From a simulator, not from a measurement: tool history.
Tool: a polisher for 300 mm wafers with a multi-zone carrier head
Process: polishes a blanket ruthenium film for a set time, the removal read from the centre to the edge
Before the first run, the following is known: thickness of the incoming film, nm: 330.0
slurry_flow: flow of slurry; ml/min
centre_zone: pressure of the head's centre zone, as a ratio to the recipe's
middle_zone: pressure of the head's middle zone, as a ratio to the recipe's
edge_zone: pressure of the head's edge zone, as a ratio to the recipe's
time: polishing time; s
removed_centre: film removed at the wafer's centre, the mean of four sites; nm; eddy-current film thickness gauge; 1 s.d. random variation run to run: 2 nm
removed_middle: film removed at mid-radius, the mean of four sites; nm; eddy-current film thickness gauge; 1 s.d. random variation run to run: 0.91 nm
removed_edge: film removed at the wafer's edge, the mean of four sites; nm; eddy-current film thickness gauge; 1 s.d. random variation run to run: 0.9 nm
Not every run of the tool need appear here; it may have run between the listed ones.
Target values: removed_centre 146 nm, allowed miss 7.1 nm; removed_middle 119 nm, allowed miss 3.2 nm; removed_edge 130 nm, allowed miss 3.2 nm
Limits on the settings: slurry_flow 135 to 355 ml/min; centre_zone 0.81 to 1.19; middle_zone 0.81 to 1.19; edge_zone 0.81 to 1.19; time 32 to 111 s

{"run": 1, "hour": 0.0, "slurry_flow": 225, "centre_zone": 1, "middle_zone": 1, "edge_zone": 1, "time": 71, "removed_centre": 100.7, "removed_middle": 104.51, "removed_edge": 100.97}
{"run": 2, "hour": 4.6, "slurry_flow": 205, "centre_zone": 1, "middle_zone": 1, "edge_zone": 1, "time": 71, "removed_centre": 96.775, "removed_middle": 100.82, "removed_edge": 101.2}
{"run": 3, "hour": 11.3, "slurry_flow": 205, "centre_zone": 1, "middle_zone": 1.06, "edge_zone": 1, "time": 71, "removed_centre": 96.981, "removed_middle": 107.32, "removed_edge": 99.097}
{"run": 4, "hour": 18.0, "slurry_flow": 255, "centre_zone": 1, "middle_zone": 1.06, "edge_zone": 1, "time": 71, "removed_centre": 106.06, "removed_middle": 110.73, "removed_edge": 103.76}
{"run": 5, "hour": 19.9, "slurry_flow": 255, "centre_zone": 1.08, "middle_zone": 1.06, "edge_zone": 1, "time": 71, "removed_centre": 113.68, "removed_middle": 111.06, "removed_edge": 101.7}
{"run": 6, "hour": 27.1, "slurry_flow": 255, "centre_zone": 1.08, "middle_zone": 1.06, "edge_zone": 1.07, "time": 71, "removed_centre": 113.35, "removed_middle": 108.68, "removed_edge": 107.54}
{"run": 7, "hour": 34.6, "slurry_flow": 280, "centre_zone": 1.1, "middle_zone": 1.06, "edge_zone": 1.1, "time": 73, "removed_centre": 115.74, "removed_middle": 114.08, "removed_edge": 112.27}
{"run": 8, "hour": 37.1, "slurry_flow": 290, "centre_zone": 1.13, "middle_zone": 1.01, "edge_zone": 1.09, "time": 77, "removed_centre": 130.45, "removed_middle": 116.01, "removed_edge": 118.56}
{"run": 9, "hour": 40.8, "slurry_flow": 300, "centre_zone": 1.15, "middle_zone": 1, "edge_zone": 1.11, "time": 78, "removed_centre": 133.05, "removed_middle": 116.19, "removed_edge": 121.39}
{"run": 10, "hour": 46.7, "slurry_flow": 310, "centre_zone": 1.16, "middle_zone": 0.99, "edge_zone": 1.12, "time": 79, "removed_centre": 138.6, "removed_middle": 118.86, "removed_edge": 125.27}
{"run": 11, "hour": 47.9, "slurry_flow": 315, "centre_zone": 1.17, "middle_zone": 0.98, "edge_zone": 1.13, "time": 79, "removed_centre": 138.67, "removed_middle": 117.13, "removed_edge": 123.43}
{"run": 12, "hour": 53.8, "slurry_flow": 315, "centre_zone": 1.18, "middle_zone": 0.97, "edge_zone": 1.14, "time": 80, "removed_centre": 140.62, "removed_middle": 117.61, "removed_edge": 126.85}
{"run": 13, "hour": 59.4, "slurry_flow": 320, "centre_zone": 1.18, "middle_zone": 0.96, "edge_zone": 1.14, "time": 80, "removed_centre": 141.1, "removed_middle": 116.44, "removed_edge": 126.54}

Next run, 4 choices. One meets every target within its allowed miss, the rest don't. Which?
{"run": "A", "hour": 65.0, "slurry_flow": 285, "centre_zone": 1.08, "middle_zone": 1, "edge_zone": 1.19, "time": 84, "removed_centre": "?", "removed_middle": "?", "removed_edge": "?"}
{"run": "B", "hour": 65.0, "slurry_flow": 305, "centre_zone": 1.19, "middle_zone": 0.85, "edge_zone": 1.02, "time": 85, "removed_centre": "?", "removed_middle": "?", "removed_edge": "?"}
{"run": "C", "hour": 65.0, "slurry_flow": 230, "centre_zone": 1.19, "middle_zone": 0.87, "edge_zone": 1.13, "time": 90, "removed_centre": "?", "removed_middle": "?", "removed_edge": "?"}
{"run": "D", "hour": 65.0, "slurry_flow": 330, "centre_zone": 1.17, "middle_zone": 0.93, "edge_zone": 1.1, "time": 83, "removed_centre": "?", "removed_middle": "?", "removed_edge": "?"}

move=A removed_centre=133.65 removed_middle=125.22 removed_edge=135.76
move=B removed_centre=150.13 removed_middle=111.41 removed_edge=128
move=C removed_centre=153.22 removed_middle=116.28 removed_edge=139.04
move=D removed_centre=145.4 removed_middle=118.1 removed_edge=130.39
A: moves the result that the last run missed by most past its target, out the other side
B: the worst result of the last run now meets its target, but another is out of spec
C: moves the result that the last run missed by most past its target, out the other side
D: in spec on every target
Go with D: it meets all targets.
